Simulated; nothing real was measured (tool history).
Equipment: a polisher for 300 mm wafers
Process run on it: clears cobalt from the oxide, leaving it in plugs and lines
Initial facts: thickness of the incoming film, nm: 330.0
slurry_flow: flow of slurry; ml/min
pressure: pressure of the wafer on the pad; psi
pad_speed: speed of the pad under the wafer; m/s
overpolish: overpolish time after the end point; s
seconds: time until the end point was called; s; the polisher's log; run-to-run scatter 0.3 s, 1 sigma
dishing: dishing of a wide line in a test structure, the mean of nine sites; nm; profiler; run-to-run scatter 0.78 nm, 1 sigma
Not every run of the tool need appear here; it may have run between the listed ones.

run	hour	slurry_flow	pressure	pad_speed	overpolish	seconds	dishing
1	0	135	2.4	1.2	20	49.854	52.659
2	2.9	135	2.8	1.2	20	43.855	53.977
3	11.8	155	2.8	1.2	20	42.247	54.577
4	15.8	155	2.5	1.2	20	46.927	52.568
5	23.5	165	2.7	1.2	16	43.762	51.802
6	26.3	165	2.7	0.98	16	52.331	46.917
7	29.7	170	3	0.98	13	47.178	46.683
8	33.2	175	3.2	0.98	11	44.472	44.798

What will run 9 give?
9	39.1	180	3.4	0.98	11	?	?

{"run 9": {"seconds": 41.875, "dishing": 45.875}}
